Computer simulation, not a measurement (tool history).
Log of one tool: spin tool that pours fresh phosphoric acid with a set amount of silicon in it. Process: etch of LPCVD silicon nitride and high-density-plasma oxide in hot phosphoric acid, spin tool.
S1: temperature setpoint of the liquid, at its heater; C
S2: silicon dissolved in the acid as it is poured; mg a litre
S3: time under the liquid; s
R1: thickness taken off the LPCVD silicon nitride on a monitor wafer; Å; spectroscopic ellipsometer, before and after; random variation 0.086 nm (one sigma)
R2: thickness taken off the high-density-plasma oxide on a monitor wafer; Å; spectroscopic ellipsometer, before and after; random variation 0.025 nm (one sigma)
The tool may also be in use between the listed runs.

run 1 hour=0 | S1=164 S2=23 S3=180 | R1=188.07 R2=3.0875
run 2 hour=4.2 | S1=163 S2=18 S3=175 | R1=179.41 R2=2.9128
run 3 hour=8.5 | S1=163 S2=13.5 S3=165 | R1=167.42 R2=3.4556
run 4 hour=13.7 | S1=162.5 S2=10.5 S3=160 | R1=160.01 R2=3.3672
run 5 hour=18.4 | S1=160.5 S2=10.5 S3=160 | R1=149.17 R2=3.136
run 6 hour=19.6 | S1=160.5 S2=10.5 S3=230 | R1=215.72 R2=4.6726
run 7 hour=26.4 | S1=160 S2=8 S3=215 | R1=199.6 R2=3.9854
run 8 hour=33 | S1=160 S2=6 S3=200 | R1=183.38 R2=4.2918
run 9 hour=36.9 | S1=160 S2=4.5 S3=190 | R1=175.81 R2=3.9574
run 10 hour=41.2 | S1=160 S2=3.5 S3=180 | R1=165.84 R2=3.5602
run 11 hour=48.4 | S1=160 S2=2.5 S3=175 | R1=162.94 R2=3.3042

The next listed run, before its measurement:
run 12 hour=52.7 | S1=161.5 S2=0 S3=135 | R1=? R2=?

{"run 12": {"R1": 131.36, "R2": 3.14}}
